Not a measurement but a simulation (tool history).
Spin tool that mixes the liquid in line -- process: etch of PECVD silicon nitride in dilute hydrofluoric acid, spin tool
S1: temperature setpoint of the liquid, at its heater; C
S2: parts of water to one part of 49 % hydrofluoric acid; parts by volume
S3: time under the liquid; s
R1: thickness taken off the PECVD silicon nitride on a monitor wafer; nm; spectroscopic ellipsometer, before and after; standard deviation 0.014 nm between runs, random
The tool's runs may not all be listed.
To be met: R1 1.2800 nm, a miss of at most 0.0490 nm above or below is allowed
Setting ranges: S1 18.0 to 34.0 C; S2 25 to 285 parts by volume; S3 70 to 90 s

run	hour	S1	S2	S3	R1
1	0.0	26.0	155	90	1.5858
2	1.3	25.5	155	90	1.5170
3	2.0	25.5	105	90	2.2924
4	10.3	24.5	105	90	2.0713
5	17.0	24.5	105	90	2.1409
6	25.9	23.5	105	90	1.9693
7	33.4	23.0	105	90	1.9319
8	34.6	22.5	105	90	1.8578
9	36.6	22.5	105	90	1.8756
10	39.4	22.0	105	90	1.7814
11	44.1	21.5	105	90	1.7188
12	46.3	21.0	105	90	1.6554
13	49.5	21.0	105	90	1.6845
14	53.3	21.0	105	90	1.6669
15	57.4	20.5	105	90	1.6310

Next run, 4 choices. One meets every target within its allowed miss, the rest don't. Which?
A	61.5	22.5	125	75	?
B	61.5	23.0	100	90	?
C	61.5	20.5	95	70	?
D	61.5	23.5	140	70	?

move	R1
A	1.2986
B	2.0063
C	1.3873
D	1.1574
A: each result inside its tolerance
B: misses by more than the last run did
C: nearer than the last run, and not there yet
D: carries the result that was furthest off beyond its target, to the other side
Go with A: it meets all targets.
